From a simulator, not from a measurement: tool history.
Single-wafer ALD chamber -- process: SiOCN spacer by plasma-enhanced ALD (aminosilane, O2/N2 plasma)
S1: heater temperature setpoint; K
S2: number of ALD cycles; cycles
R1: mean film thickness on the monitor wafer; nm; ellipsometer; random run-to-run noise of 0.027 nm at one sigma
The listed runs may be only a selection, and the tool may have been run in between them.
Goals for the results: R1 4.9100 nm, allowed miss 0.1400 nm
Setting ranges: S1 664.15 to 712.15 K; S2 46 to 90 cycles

Run 1, hour 0.0: S1 688.15 K, S2 68 cycles. Result: R1 3.8893 nm.
Run 2, hour 6.8: S1 695.15 K, S2 68 cycles. Result: R1 3.8700 nm.
Run 3, hour 7.7: S1 694.15 K, S2 73 cycles. Result: R1 4.1763 nm.
Run 4, hour 14.0: S1 694.15 K, S2 76 cycles. Result: R1 4.3125 nm.
Run 5, hour 20.6: S1 694.15 K, S2 82 cycles. Result: R1 4.6794 nm.
Run 6, hour 23.0: S1 694.15 K, S2 74 cycles. Result: R1 4.1696 nm.
Run 7, hour 24.5: S1 693.15 K, S2 77 cycles. Result: R1 4.3929 nm.
Run 8, hour 31.1: S1 693.15 K, S2 79 cycles. Result: R1 4.4510 nm.
Run 9, hour 33.1: S1 693.15 K, S2 81 cycles. Result: R1 4.5696 nm.
Run 10, hour 34.4: S1 693.15 K, S2 83 cycles. Result: R1 4.6812 nm.
Run 11, hour 35.2: S1 693.15 K, S2 84 cycles. Result: R1 4.7493 nm.

Which one of the following 5 next-run settings gets every result inside its allowed miss? There is exactly one.
Run A, hour 36.0: S1 686.15 K, S2 90 cycles. Result: R1 ?.
Run B, hour 36.0: S1 689.15 K, S2 86 cycles. Result: R1 ?.
Run C, hour 36.0: S1 673.15 K, S2 88 cycles. Result: R1 ?.
Run D, hour 36.0: S1 681.15 K, S2 89 cycles. Result: R1 ?.
Run E, hour 36.0: S1 692.15 K, S2 90 cycles. Result: R1 ?.

move      R1
   A  5.2131
   B  4.9403
   C  5.2794
   D  5.2261
   E  5.1271
A: takes the biggest miss from the last run beyond its target
B: every result within its allowed miss
C: takes the biggest miss from the last run beyond its target
D: takes the biggest miss from the last run beyond its target
E: takes the biggest miss from the last run beyond its target
Move B is the one to make.

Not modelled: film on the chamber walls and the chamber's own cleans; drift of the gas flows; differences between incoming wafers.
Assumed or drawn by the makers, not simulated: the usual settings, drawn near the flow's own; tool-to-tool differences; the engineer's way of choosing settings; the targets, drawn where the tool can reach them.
